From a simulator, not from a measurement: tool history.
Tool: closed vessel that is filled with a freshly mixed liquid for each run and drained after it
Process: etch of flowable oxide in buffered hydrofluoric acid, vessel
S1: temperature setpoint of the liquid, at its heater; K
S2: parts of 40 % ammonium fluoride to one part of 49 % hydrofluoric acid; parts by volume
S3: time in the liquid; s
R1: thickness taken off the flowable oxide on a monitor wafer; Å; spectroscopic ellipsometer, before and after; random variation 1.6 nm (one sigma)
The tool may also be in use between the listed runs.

run	day	S1	S2	S3	R1
1	0.000	293.15	11	105	2293.3
2	0.292	294.15	11	105	2436.7
3	0.638	292.65	11	105	2230.5
4	0.996	293.65	11	105	2348.2
5	1.188	293.65	11	110	2480.3
6	1.567	292.15	11	110	2262.1
7	1.771	293.15	11	110	2410.6
8	1.838	297.15	11	110	2974.0

Run 9 comes next. What will it give?
# day 2.029: thermometer replaced
9	2.029	297.65	11	110	?

Run 9 produced R1 2789.1 Å.
